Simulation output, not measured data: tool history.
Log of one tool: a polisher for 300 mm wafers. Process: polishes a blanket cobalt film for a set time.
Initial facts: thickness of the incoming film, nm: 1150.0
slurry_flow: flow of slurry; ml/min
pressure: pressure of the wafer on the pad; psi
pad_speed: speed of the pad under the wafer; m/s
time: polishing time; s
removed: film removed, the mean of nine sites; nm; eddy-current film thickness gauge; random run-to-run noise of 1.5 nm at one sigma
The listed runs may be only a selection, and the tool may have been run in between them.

{"run": 1, "hour": 0.0, "slurry_flow": 190, "pressure": 2, "pad_speed": 0.9, "time": 33, "removed": 176.93}
{"run": 2, "hour": 2.0, "slurry_flow": 195, "pressure": 2.1, "pad_speed": 0.9, "time": 33, "removed": 186.75}
{"run": 3, "hour": 9.4, "slurry_flow": 195, "pressure": 2.1, "pad_speed": 1, "time": 33, "removed": 204.35}
{"run": 4, "hour": 17.4, "slurry_flow": 195, "pressure": 2.1, "pad_speed": 1, "time": 33, "removed": 207.91}
{"run": 5, "hour": 26.3, "slurry_flow": 170, "pressure": 2.1, "pad_speed": 1, "time": 33, "removed": 202.23}
{"run": 6, "hour": 34.8, "slurry_flow": 175, "pressure": 2.1, "pad_speed": 1, "time": 33, "removed": 204.41}

What will run 7 give?
{"run": 7, "hour": 37.1, "slurry_flow": 180, "pressure": 2.2, "pad_speed": 1, "time": 33, "removed": "?"}

removed: 215.13 nm

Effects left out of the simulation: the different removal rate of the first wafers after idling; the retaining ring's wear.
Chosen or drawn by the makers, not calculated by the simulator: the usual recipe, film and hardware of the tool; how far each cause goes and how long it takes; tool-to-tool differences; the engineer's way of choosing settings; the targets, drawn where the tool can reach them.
